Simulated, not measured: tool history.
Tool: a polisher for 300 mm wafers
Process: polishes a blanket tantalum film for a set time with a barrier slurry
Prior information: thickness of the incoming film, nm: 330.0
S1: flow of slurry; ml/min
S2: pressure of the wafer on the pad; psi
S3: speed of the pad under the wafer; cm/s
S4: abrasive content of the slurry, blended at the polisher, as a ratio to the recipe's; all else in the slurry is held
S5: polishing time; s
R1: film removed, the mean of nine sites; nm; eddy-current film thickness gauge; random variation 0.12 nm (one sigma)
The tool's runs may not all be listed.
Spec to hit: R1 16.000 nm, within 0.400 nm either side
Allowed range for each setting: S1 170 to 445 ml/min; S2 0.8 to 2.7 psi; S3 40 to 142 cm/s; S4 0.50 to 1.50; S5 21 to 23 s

| run | hour | S1 | S2 | S3 | S4 | S5 | R1 |
|---|---|---|---|---|---|---|---|
| 1 | 0.0 | 285 | 1.7 | 90 | 1.00 | 23 | 25.597 |
| 2 | 8.4 | 285 | 1.5 | 90 | 1.00 | 23 | 22.851 |
| 3 | 12.7 | 285 | 1.4 | 90 | 1.00 | 23 | 21.397 |
| 4 | 21.1 | 285 | 1.4 | 90 | 0.90 | 23 | 20.181 |
| 5 | 29.0 | 285 | 1.4 | 90 | 0.90 | 21 | 18.476 |
| 6 | 31.3 | 245 | 1.4 | 90 | 0.90 | 21 | 18.200 |
| 7 | 34.3 | 235 | 1.4 | 90 | 0.90 | 21 | 18.151 |
| 8 | 38.8 | 230 | 1.4 | 90 | 0.90 | 21 | 18.095 |

Exercise: of the 4 proposed moves below, exactly one satisfies all targets within the stated allowed misses. Which move is it?
| A | 43.3 | 250 | 1.2 | 74 | 1.10 | 22 | ? |
| B | 43.3 | 235 | 1.2 | 96 | 0.80 | 23 | ? |
| C | 43.3 | 215 | 1.3 | 94 | 0.85 | 21 | ? |
| D | 43.3 | 270 | 1.4 | 78 | 0.90 | 21 | ? |

| move | R1 |
|---|---|
| A | 14.917 |
| B | 16.961 |
| C | 16.883 |
| D | 15.884 |
A: moves the result that the last run missed by most past its target, out the other side
B: nearer the targets than the last run, but a result is still out of spec
C: nearer the targets than the last run, but a result is still out of spec
D: in spec on every target
Go with D: it meets all targets.

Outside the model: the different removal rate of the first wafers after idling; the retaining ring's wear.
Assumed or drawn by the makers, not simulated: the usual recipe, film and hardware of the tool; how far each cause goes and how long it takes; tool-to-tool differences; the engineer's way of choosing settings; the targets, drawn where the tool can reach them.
